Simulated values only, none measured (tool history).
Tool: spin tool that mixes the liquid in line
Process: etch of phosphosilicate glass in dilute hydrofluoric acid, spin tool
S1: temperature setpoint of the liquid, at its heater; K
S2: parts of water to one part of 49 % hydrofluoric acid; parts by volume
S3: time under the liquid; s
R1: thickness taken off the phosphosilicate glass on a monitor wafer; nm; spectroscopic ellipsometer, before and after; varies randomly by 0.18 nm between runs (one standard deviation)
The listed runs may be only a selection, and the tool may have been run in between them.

Run 1, hour 0.0: S1 296.15 K, S2 290 parts by volume, S3 55 s. Result: R1 24.415 nm.
Run 2, hour 0.9: S1 298.15 K, S2 275 parts by volume, S3 55 s. Result: R1 28.192 nm.
Run 3, hour 3.5: S1 298.15 K, S2 275 parts by volume, S3 55 s. Result: R1 27.775 nm.
Run 4, hour 5.8: S1 294.65 K, S2 275 parts by volume, S3 55 s. Result: R1 24.865 nm.
Run 5, hour 13.8: S1 297.15 K, S2 265 parts by volume, S3 55 s. Result: R1 28.516 nm.
Run 6, hour 16.3: S1 297.15 K, S2 265 parts by volume, S3 55 s. Result: R1 28.394 nm.

For run 7, what comes out?
Run 7, hour 17.8: S1 299.15 K, S2 260 parts by volume, S3 55 s. Result: R1 ?.

{"run 7": {"R1": 31.011}}
